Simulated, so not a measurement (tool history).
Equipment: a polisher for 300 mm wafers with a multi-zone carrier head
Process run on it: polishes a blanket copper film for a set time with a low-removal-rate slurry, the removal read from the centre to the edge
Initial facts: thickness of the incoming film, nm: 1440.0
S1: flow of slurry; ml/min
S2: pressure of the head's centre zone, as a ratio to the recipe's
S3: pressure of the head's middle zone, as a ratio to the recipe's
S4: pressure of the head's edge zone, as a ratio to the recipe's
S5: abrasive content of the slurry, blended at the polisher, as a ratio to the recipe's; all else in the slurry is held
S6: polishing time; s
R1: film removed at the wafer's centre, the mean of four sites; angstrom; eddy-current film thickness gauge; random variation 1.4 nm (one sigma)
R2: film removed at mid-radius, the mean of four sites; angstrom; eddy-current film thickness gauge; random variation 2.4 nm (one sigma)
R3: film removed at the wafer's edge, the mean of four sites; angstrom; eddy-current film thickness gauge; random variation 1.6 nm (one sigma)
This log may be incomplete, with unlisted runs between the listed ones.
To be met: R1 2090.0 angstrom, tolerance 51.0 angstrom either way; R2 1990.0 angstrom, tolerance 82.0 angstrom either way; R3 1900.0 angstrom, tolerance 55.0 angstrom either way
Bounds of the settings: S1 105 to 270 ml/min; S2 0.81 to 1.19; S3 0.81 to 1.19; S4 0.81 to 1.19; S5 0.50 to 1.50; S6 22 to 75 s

Run 1, hour 0.0: S1 175 ml/min, S2 1.00, S3 1.00, S4 1.00, S5 1.00, S6 48 s. Result: R1 1829.2 angstrom, R2 1871.9 angstrom, R3 1805.1 angstrom.
Run 2, hour 2.7: S1 185 ml/min, S2 1.01, S3 1.00, S4 1.00, S5 1.00, S6 48 s. Result: R1 1869.3 angstrom, R2 1913.2 angstrom, R3 1838.4 angstrom.
Run 3, hour 4.7: S1 205 ml/min, S2 1.01, S3 1.00, S4 1.00, S5 1.00, S6 48 s. Result: R1 1911.5 angstrom, R2 1924.7 angstrom, R3 1854.6 angstrom.
Run 4, hour 9.2: S1 215 ml/min, S2 1.02, S3 1.00, S4 1.00, S5 1.00, S6 48 s. Result: R1 1949.2 angstrom, R2 1905.6 angstrom, R3 1845.7 angstrom.
Run 5, hour 14.8: S1 215 ml/min, S2 1.02, S3 1.00, S4 1.05, S5 1.00, S6 48 s. Result: R1 1946.7 angstrom, R2 1916.0 angstrom, R3 1877.1 angstrom.
Run 6, hour 17.6: S1 215 ml/min, S2 1.02, S3 1.04, S4 1.05, S5 1.00, S6 48 s. Result: R1 1935.1 angstrom, R2 1959.4 angstrom, R3 1890.5 angstrom.
Run 7, hour 20.7: S1 220 ml/min, S2 1.03, S3 1.04, S4 1.05, S5 1.00, S6 48 s. Result: R1 1979.6 angstrom, R2 1921.0 angstrom, R3 1917.1 angstrom.
Run 8, hour 29.3: S1 225 ml/min, S2 1.03, S3 1.04, S4 1.03, S5 1.00, S6 48 s. Result: R1 1972.7 angstrom, R2 1988.0 angstrom, R3 1884.1 angstrom.
Run 9, hour 33.4: S1 230 ml/min, S2 1.04, S3 1.04, S4 1.03, S5 1.00, S6 48 s. Result: R1 1994.6 angstrom, R2 1991.5 angstrom, R3 1899.7 angstrom.
Run 10, hour 41.6: S1 235 ml/min, S2 1.05, S3 1.04, S4 1.03, S5 1.00, S6 48 s. Result: R1 2024.7 angstrom, R2 1972.5 angstrom, R3 1894.6 angstrom.
Run 11, hour 45.5: S1 240 ml/min, S2 1.05, S3 1.04, S4 1.03, S5 1.00, S6 48 s. Result: R1 2022.2 angstrom, R2 1994.1 angstrom, R3 1895.3 angstrom.

Which single option among these 4 for the next run brings every result within its allowed miss of target? Just one does.
Run A, hour 49.4: S1 205 ml/min, S2 1.14, S3 1.04, S4 1.03, S5 1.10, S6 48 s. Result: R1 ?, R2 ?, R3 ?.
Run B, hour 49.4: S1 270 ml/min, S2 1.09, S3 1.06, S4 1.06, S5 0.95, S6 47 s. Result: R1 ?, R2 ?, R3 ?.
Run C, hour 49.4: S1 255 ml/min, S2 1.12, S3 1.09, S4 1.00, S5 1.15, S6 45 s. Result: R1 ?, R2 ?, R3 ?.
Run D, hour 49.4: S1 270 ml/min, S2 1.07, S3 1.19, S4 0.86, S5 1.10, S6 47 s. Result: R1 ?, R2 ?, R3 ?.

move      R1      R2      R3
   A  2210.5  1966.1  1897.0
   B  2091.8  1960.1  1880.2
   C  2121.7  1966.3  1806.8
   D  2113.9  2157.1  1750.7
A: the result that was furthest off in the last run now lies on the other side of its target
B: in spec on every target
C: brings the result that was furthest off to its target, and leaves another outside
D: brings the result that was furthest off to its target, and leaves another outside
B meets every target.

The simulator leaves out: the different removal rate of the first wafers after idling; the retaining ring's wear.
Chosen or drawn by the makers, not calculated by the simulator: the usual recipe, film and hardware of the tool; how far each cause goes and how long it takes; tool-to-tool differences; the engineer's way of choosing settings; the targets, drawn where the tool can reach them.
